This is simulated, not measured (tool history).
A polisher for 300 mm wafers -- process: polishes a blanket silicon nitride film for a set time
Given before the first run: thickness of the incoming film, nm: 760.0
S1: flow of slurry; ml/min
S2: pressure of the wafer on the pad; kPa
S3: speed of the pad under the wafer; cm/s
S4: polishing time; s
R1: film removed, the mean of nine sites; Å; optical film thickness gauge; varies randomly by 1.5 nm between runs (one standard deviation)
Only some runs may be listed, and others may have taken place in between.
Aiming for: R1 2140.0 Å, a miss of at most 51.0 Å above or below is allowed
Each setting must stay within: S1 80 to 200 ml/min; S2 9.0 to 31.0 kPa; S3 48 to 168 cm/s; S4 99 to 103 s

{"run": 1, "hour": 0.0, "S1": 130, "S2": 20.0, "S3": 108, "S4": 99, "R1": 1798.4}
{"run": 2, "hour": 1.1, "S1": 130, "S2": 20.0, "S3": 108, "S4": 103, "R1": 1890.3}
{"run": 3, "hour": 7.8, "S1": 145, "S2": 20.7, "S3": 108, "S4": 103, "R1": 1989.3}
{"run": 4, "hour": 10.9, "S1": 150, "S2": 21.4, "S3": 108, "S4": 103, "R1": 2070.0}
{"run": 5, "hour": 11.9, "S1": 150, "S2": 21.4, "S3": 134, "S4": 103, "R1": 2424.7}
{"run": 6, "hour": 19.9, "S1": 145, "S2": 20.7, "S3": 134, "S4": 103, "R1": 2332.4}
{"run": 7, "hour": 28.6, "S1": 140, "S2": 20.0, "S3": 134, "S4": 103, "R1": 2254.4}
{"run": 8, "hour": 29.3, "S1": 135, "S2": 20.0, "S3": 134, "S4": 103, "R1": 2253.9}

Which of these 5 next moves meets every target?
{"run": "A", "hour": 30.0, "S1": 200, "S2": 22.8, "S3": 114, "S4": 99, "R1": "?"}
{"run": "B", "hour": 30.0, "S1": 145, "S2": 22.8, "S3": 126, "S4": 99, "R1": "?"}
{"run": "C", "hour": 30.0, "S1": 140, "S2": 23.4, "S3": 118, "S4": 102, "R1": "?"}
{"run": "D", "hour": 30.0, "S1": 135, "S2": 19.3, "S3": 142, "S4": 101, "R1": "?"}
{"run": "E", "hour": 30.0, "S1": 130, "S2": 19.3, "S3": 136, "S4": 101, "R1": "?"}

move=A R1=2273.8
move=B R1=2352.9
move=C R1=2357.6
move=D R1=2223.1
move=E R1=2135.8
A: misses by more than the last run did
B: misses by more than the last run did
C: misses by more than the last run did
D: better than the last run, though not everything is in spec
E: every result within its allowed miss
The right move is E.

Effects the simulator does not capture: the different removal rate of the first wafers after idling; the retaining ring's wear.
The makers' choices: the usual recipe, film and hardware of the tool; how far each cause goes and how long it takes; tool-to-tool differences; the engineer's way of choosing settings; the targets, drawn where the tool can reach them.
